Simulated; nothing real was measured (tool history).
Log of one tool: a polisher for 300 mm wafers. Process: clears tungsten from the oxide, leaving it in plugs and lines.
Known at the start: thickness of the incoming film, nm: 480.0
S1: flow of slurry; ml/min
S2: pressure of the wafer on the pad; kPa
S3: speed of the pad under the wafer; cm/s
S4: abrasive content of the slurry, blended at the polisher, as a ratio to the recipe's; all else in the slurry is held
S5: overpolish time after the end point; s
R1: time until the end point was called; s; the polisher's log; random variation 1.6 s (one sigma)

run    day   S1    S2   S3   S4  S5      R1
  1  0.000  210  29.6  114  1.0   4  69.806
  2  0.275  210  29.6  114  0.9   4  70.905
  3  0.479  210  25.5  112  0.9   4  85.699
  4  0.700  210  25.5  136  0.9   4  71.132
  5  0.888  210  31.0  136  0.9   4  57.688
  6  0.938  210  31.0  136  1.0   4  56.967
  7  1.175  210  25.5  132  1.0   4  70.086
     1.400  -- slurry blender recalibrated
  8  1.400  210  22.1  128  1.0   4  79.907

The next listed run, before its measurement:
  9  1.442  210  19.3  124  1.0   4   ?

{"run 9": {"R1": 89.804}}
